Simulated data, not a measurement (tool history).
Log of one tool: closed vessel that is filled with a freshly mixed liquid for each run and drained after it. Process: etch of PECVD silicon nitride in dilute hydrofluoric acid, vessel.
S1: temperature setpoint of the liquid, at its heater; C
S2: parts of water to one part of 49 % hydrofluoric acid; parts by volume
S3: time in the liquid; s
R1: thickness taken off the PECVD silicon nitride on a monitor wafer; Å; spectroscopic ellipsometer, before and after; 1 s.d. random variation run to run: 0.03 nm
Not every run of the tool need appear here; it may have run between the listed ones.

Run 1, day 0: S1 24 C, S2 95 parts by volume, S3 160 s. Result: R1 27.69 Å.
Run 2, day 0.204: S1 25 C, S2 95 parts by volume, S3 160 s. Result: R1 29.032 Å.
Run 3, day 0.492: S1 25 C, S2 125 parts by volume, S3 160 s. Result: R1 22.5 Å.
Run 4, day 0.667: S1 25 C, S2 100 parts by volume, S3 160 s. Result: R1 27.816 Å.
Run 5, day 1.042: S1 25 C, S2 120 parts by volume, S3 160 s. Result: R1 23.071 Å.
Run 6, day 1.225: S1 22 C, S2 120 parts by volume, S3 160 s. Result: R1 19.115 Å.
Run 7, day 1.592: S1 26 C, S2 110 parts by volume, S3 160 s. Result: R1 27.336 Å.

Estimate the outcome of run 8 from the log above:
Run 8, day 1.908: S1 30 C, S2 110 parts by volume, S3 160 s. Result: R1 ?.

{"run 8": {"R1": 34.742}}
